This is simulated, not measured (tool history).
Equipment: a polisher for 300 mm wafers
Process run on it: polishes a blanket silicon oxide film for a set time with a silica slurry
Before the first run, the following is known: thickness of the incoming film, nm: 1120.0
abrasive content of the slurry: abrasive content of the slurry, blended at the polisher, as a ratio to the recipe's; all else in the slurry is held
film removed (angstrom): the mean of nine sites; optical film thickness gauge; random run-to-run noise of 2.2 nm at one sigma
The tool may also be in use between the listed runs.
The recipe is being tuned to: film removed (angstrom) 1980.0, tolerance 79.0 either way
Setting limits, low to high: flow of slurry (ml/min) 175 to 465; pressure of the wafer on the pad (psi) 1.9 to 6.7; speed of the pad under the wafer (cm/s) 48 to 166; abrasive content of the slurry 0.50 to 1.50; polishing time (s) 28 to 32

run  hour  flow of slurry (ml/min)  pressure of the wafer on the pad (psi)  speed of the pad under the wafer (cm/s)  abrasive content of the slurry  polishing time (s)  film removed (angstrom)
  1   0.0                      295                                     4.3                                      106                            1.00                  32                   1159.4
  2   4.5                      295                                     5.0                                      108                            1.00                  32                   1316.7
  3   9.9                      360                                     5.0                                      108                            1.00                  32                   1336.9
  4  12.2                      360                                     5.5                                      112                            1.00                  32                   1474.9
  5  14.1                      360                                     5.5                                      112                            0.90                  32                   1419.6
  6  18.1                      360                                     5.8                                      118                            0.90                  32                   1578.5
  7  24.0                      360                                     6.1                                      120                            0.90                  32                   1638.9
  8  32.8                      360                                     6.3                                      124                            0.90                  32                   1751.6
  9  40.9                      360                                     6.7                                      130                            0.90                  32                   1890.8

Which of these 5 next moves meets every target?
  A  49.0                      375                                     6.7                                      110                            1.05                  32                        ?
  B  49.0                      315                                     6.6                                      142                            0.80                  31                        ?
  C  49.0                      370                                     6.6                                      126                            1.10                  31                        ?
  D  49.0                      330                                     6.0                                      130                            1.00                  32                        ?
  E  49.0                      315                                     6.7                                      166                            0.60                  32                        ?

move  film removed (angstrom)
   A                   1781.9
   B                   1795.2
   C                   1939.0
   D                   1794.9
   E                   1788.6
A: its largest miss is bigger than the last run's
B: its largest miss is bigger than the last run's
C: every result lands within tolerance
D: its largest miss is bigger than the last run's
E: its largest miss is bigger than the last run's
Correct choice: C, which meets every target
